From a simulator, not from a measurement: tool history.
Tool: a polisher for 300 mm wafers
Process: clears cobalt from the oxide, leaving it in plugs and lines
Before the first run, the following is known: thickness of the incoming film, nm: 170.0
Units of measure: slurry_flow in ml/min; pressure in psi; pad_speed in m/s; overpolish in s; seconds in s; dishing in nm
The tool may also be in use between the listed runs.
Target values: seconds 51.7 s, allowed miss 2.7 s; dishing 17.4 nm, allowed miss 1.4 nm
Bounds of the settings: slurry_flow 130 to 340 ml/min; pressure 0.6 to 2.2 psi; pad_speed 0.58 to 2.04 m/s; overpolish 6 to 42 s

run 1 hour=0 | slurry_flow=220 pressure=1.4 pad_speed=1.3 overpolish=21 | seconds=33.233 dishing=55.574
run 2 hour=0.6 | slurry_flow=175 pressure=1.4 pad_speed=1.3 overpolish=21 | seconds=34.814 dishing=54.633
run 3 hour=9.5 | slurry_flow=220 pressure=1.2 pad_speed=1.26 overpolish=17 | seconds=37.586 dishing=49.072
run 4 hour=13.3 | slurry_flow=220 pressure=1.2 pad_speed=1.26 overpolish=23 | seconds=38.88 dishing=54.176
run 5 hour=18.3 | slurry_flow=250 pressure=1.1 pad_speed=1.16 overpolish=18 | seconds=45.286 dishing=44.891
run 6 hour=24.2 | slurry_flow=250 pressure=1.1 pad_speed=1.44 overpolish=18 | seconds=36.154 dishing=50.601
-- hour=28.6 head pressure recalibrated
run 7 hour=28.6 | slurry_flow=275 pressure=1.2 pad_speed=1.2 overpolish=15 | seconds=41.315 dishing=41.713
run 8 hour=29.5 | slurry_flow=275 pressure=1.2 pad_speed=1.2 overpolish=15 | seconds=42.012 dishing=42.515
run 9 hour=32.6 | slurry_flow=255 pressure=0.8 pad_speed=1.16 overpolish=6 | seconds=63.405 dishing=14.897
run 10 hour=37.9 | slurry_flow=245 pressure=0.8 pad_speed=1.18 overpolish=6 | seconds=61.737 dishing=15.352
run 11 hour=42.3 | slurry_flow=245 pressure=1.1 pad_speed=1.2 overpolish=8 | seconds=45.789 dishing=24.368
run 12 hour=44.2 | slurry_flow=230 pressure=1.1 pad_speed=1.2 overpolish=8 | seconds=46.779 dishing=24.194

Which one of the following 4 next-run settings gets every result inside its allowed miss? There is exactly one.
run A hour=46.1 | slurry_flow=240 pressure=0.9 pad_speed=1.26 overpolish=8 | seconds=? dishing=?
run B hour=46.1 | slurry_flow=255 pressure=1.1 pad_speed=1.22 overpolish=6 | seconds=? dishing=?
run C hour=46.1 | slurry_flow=250 pressure=1.2 pad_speed=1.26 overpolish=6 | seconds=? dishing=?
run D hour=46.1 | slurry_flow=200 pressure=1.1 pad_speed=1.1 overpolish=6 | seconds=? dishing=?

move=A seconds=52.042 dishing=22.029
move=B seconds=44.586 dishing=19.675
move=C seconds=40.033 dishing=21.545
move=D seconds=50.844 dishing=17.573
A: closes in on the targets versus the last run, not all within tolerance yet
B: closes in on the targets versus the last run, not all within tolerance yet
C: closes in on the targets versus the last run, not all within tolerance yet
D: each result inside its tolerance
Answer: D

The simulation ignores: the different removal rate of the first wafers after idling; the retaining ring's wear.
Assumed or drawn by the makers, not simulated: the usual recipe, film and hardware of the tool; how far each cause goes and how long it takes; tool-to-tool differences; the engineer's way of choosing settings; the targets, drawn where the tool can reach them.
